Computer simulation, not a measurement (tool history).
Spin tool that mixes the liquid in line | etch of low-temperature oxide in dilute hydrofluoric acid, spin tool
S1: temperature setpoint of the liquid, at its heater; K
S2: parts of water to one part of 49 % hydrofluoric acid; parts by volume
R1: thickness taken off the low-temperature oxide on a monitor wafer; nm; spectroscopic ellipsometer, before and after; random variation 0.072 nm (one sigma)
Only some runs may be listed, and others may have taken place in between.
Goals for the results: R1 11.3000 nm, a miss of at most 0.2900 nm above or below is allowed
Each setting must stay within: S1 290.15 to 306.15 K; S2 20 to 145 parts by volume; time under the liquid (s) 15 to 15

{"run": 1, "hour": 0.0, "S1": 298.15, "S2": 80, "time under the liquid (s)": 15, "R1": 4.3305}
{"run": 2, "hour": 1.7, "S1": 298.15, "S2": 95, "time under the liquid (s)": 15, "R1": 3.6525}
{"run": 3, "hour": 4.8, "S1": 298.15, "S2": 95, "time under the liquid (s)": 15, "R1": 3.625}
{"run": 4, "hour": 11.9, "S1": 294.65, "S2": 95, "time under the liquid (s)": 15, "R1": 3.182}
{"run": 5, "hour": 15.5, "S1": 296.15, "S2": 95, "time under the liquid (s)": 15, "R1": 3.3186}
{"run": 6, "hour": 19.1, "S1": 298.15, "S2": 80, "time under the liquid (s)": 15, "R1": 4.4031}
{"run": 7, "hour": 24.4, "S1": 300.15, "S2": 70, "time under the liquid (s)": 15, "R1": 5.473}
{"run": 8, "hour": 31.9, "S1": 301.65, "S2": 60, "time under the liquid (s)": 15, "R1": 6.882}
{"run": 9, "hour": 38.2, "S1": 305.65, "S2": 35, "time under the liquid (s)": 15, "R1": 14.363}
{"run": 10, "hour": 39.0, "S1": 304.65, "S2": 35, "time under the liquid (s)": 15, "R1": 13.89}
{"run": 11, "hour": 43.8, "S1": 303.65, "S2": 35, "time under the liquid (s)": 15, "R1": 13.227}
{"run": 12, "hour": 47.2, "S1": 302.65, "S2": 35, "time under the liquid (s)": 15, "R1": 12.792}
{"run": 13, "hour": 48.4, "S1": 302.15, "S2": 35, "time under the liquid (s)": 15, "R1": 12.581}

Which single option among these 4 for the next run brings every result within its allowed miss of target? Just one does.
{"run": "A", "hour": 49.6, "S1": 303.15, "S2": 40, "time under the liquid (s)": 15, "R1": "?"}
{"run": "B", "hour": 49.6, "S1": 301.65, "S2": 30, "time under the liquid (s)": 15, "R1": "?"}
{"run": "C", "hour": 49.6, "S1": 304.15, "S2": 45, "time under the liquid (s)": 15, "R1": "?"}
{"run": "D", "hour": 49.6, "S1": 297.65, "S2": 25, "time under the liquid (s)": 15, "R1": "?"}

move=A R1=11.3160
move=B R1=14.4290
move=C R1=10.3800
move=D R1=14.7920
A: hits every target within its allowed miss
B: its largest miss is bigger than the last run's
C: carries the result that was furthest off beyond its target, to the other side
D: its largest miss is bigger than the last run's
A meets every target.
